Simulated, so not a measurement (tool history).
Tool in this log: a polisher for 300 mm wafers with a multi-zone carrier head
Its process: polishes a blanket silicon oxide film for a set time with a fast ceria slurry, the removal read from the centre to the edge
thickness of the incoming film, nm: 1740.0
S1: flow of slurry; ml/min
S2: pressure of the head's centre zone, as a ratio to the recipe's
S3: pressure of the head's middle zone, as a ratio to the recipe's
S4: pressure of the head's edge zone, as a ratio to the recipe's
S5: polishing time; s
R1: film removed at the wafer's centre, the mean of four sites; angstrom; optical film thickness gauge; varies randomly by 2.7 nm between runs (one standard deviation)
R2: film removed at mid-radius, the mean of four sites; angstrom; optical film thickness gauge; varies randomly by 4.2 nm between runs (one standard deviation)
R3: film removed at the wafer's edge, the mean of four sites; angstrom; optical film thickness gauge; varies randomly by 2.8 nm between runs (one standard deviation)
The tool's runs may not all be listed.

{"run": 1, "hour": 0.0, "S1": 150, "S2": 1.0, "S3": 1.0, "S4": 1.0, "S5": 40, "R1": 5494.8, "R2": 5413.9, "R3": 5374.8}
{"run": 2, "hour": 3.0, "S1": 150, "S2": 1.0, "S3": 1.0, "S4": 1.0, "S5": 47, "R1": 6445.0, "R2": 6278.0, "R3": 6328.1}
{"run": 3, "hour": 7.5, "S1": 135, "S2": 0.96, "S3": 0.97, "S4": 0.96, "S5": 39, "R1": 5024.4, "R2": 5195.7, "R3": 4929.3}
{"run": 4, "hour": 16.4, "S1": 150, "S2": 0.96, "S3": 0.97, "S4": 0.96, "S5": 39, "R1": 5161.9, "R2": 5131.7, "R3": 5071.0}
{"run": 5, "hour": 21.1, "S1": 140, "S2": 0.92, "S3": 0.93, "S4": 0.95, "S5": 33, "R1": 4126.9, "R2": 4214.8, "R3": 4184.2}
{"run": 6, "hour": 23.8, "S1": 135, "S2": 0.89, "S3": 0.9, "S4": 0.93, "S5": 30, "R1": 3628.3, "R2": 3640.8, "R3": 3761.8}
{"run": 7, "hour": 32.1, "S1": 125, "S2": 0.87, "S3": 0.89, "S4": 0.9, "S5": 28, "R1": 3253.3, "R2": 3464.8, "R3": 3493.2}
{"run": 8, "hour": 33.5, "S1": 120, "S2": 0.88, "S3": 0.85, "S4": 0.84, "S5": 19, "R1": 2221.3, "R2": 2197.6, "R3": 2319.1}
{"run": 9, "hour": 35.1, "S1": 160, "S2": 0.85, "S3": 0.92, "S4": 0.92, "S5": 19, "R1": 2251.3, "R2": 2468.1, "R3": 2446.4}
{"run": 10, "hour": 39.2, "S1": 190, "S2": 0.91, "S3": 0.96, "S4": 1.02, "S5": 22, "R1": 2845.9, "R2": 2961.6, "R3": 3045.0}
{"run": 11, "hour": 43.2, "S1": 190, "S2": 0.9, "S3": 0.96, "S4": 1.0, "S5": 22, "R1": 2842.5, "R2": 2991.2, "R3": 3009.2}
{"run": 12, "hour": 50.7, "S1": 190, "S2": 0.89, "S3": 0.95, "S4": 0.98, "S5": 22, "R1": 2738.5, "R2": 2951.1, "R3": 2949.4}
{"run": 13, "hour": 53.0, "S1": 190, "S2": 0.89, "S3": 0.94, "S4": 0.97, "S5": 22, "R1": 2784.4, "R2": 2877.7, "R3": 2983.2}
{"run": 14, "hour": 59.7, "S1": 185, "S2": 0.89, "S3": 0.94, "S4": 0.95, "S5": 22, "R1": 2789.3, "R2": 2907.1, "R3": 2920.8}
{"run": 15, "hour": 67.9, "S1": 185, "S2": 0.89, "S3": 0.94, "S4": 0.95, "S5": 22, "R1": 2804.7, "R2": 2872.6, "R3": 2938.1}
{"run": 16, "hour": 75.5, "S1": 180, "S2": 0.88, "S3": 0.94, "S4": 0.94, "S5": 22, "R1": 2731.1, "R2": 2873.6, "R3": 2895.9}
{"run": 17, "hour": 81.4, "S1": 175, "S2": 0.88, "S3": 0.94, "S4": 0.93, "S5": 22, "R1": 2711.8, "R2": 3003.6, "R3": 2901.7}
{"run": 18, "hour": 88.2, "S1": 175, "S2": 0.89, "S3": 0.89, "S4": 0.92, "S5": 20, "R1": 2502.1, "R2": 2474.6, "R3": 2573.2}
{"run": 19, "hour": 92.1, "S1": 175, "S2": 0.89, "S3": 0.91, "S4": 0.93, "S5": 20, "R1": 2498.6, "R2": 2569.1, "R3": 2616.2}
{"run": 20, "hour": 93.8, "S1": 175, "S2": 0.89, "S3": 0.92, "S4": 0.94, "S5": 20, "R1": 2520.5, "R2": 2588.6, "R3": 2652.2}
{"run": 21, "hour": 95.8, "S1": 180, "S2": 0.89, "S3": 0.93, "S4": 0.95, "S5": 20, "R1": 2493.3, "R2": 2696.7, "R3": 2706.0}

Predict the results of run 22:
{"run": 22, "hour": 102.0, "S1": 185, "S2": 0.9, "S3": 0.94, "S4": 0.95, "S5": 20, "R1": "?", "R2": "?", "R3": "?"}

Run 22 came out at R1 2614.0 angstrom, R2 2684.3 angstrom, R3 2666.4 angstrom.
